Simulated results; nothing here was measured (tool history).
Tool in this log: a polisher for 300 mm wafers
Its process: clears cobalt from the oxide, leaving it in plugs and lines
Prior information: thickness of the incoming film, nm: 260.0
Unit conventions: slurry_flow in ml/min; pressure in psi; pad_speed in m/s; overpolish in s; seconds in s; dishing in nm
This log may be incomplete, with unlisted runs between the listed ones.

Run 1, hour 0: slurry_flow 130 ml/min, pressure 1.4 psi, pad_speed 1.12 m/s, overpolish 11 s. Result: seconds 54.596 s, dishing 34.905 nm.
Run 2, hour 3.1: slurry_flow 110 ml/min, pressure 1.4 psi, pad_speed 1.12 m/s, overpolish 11 s. Result: seconds 55.953 s, dishing 35.539 nm.
Run 3, hour 6.4: slurry_flow 105 ml/min, pressure 1.2 psi, pad_speed 1.12 m/s, overpolish 13 s. Result: seconds 66.027 s, dishing 35.652 nm.
Run 4, hour 8.3: slurry_flow 105 ml/min, pressure 1.2 psi, pad_speed 1.28 m/s, overpolish 13 s. Result: seconds 58.153 s, dishing 37.305 nm.
Run 5, hour 16.8: slurry_flow 105 ml/min, pressure 1 psi, pad_speed 1.28 m/s, overpolish 13 s. Result: seconds 69.079 s, dishing 33.46 nm.
Run 6, hour 24.3: slurry_flow 105 ml/min, pressure 0.9 psi, pad_speed 1.28 m/s, overpolish 14 s. Result: seconds 77.066 s, dishing 33.34 nm.

Run 7 comes next. What will it give?
Run 7, hour 29.1: slurry_flow 105 ml/min, pressure 0.9 psi, pad_speed 1.28 m/s, overpolish 14 s. Result: seconds ?, dishing ?.

Run 7 yielded seconds 76.852 s, dishing 33.392 nm.
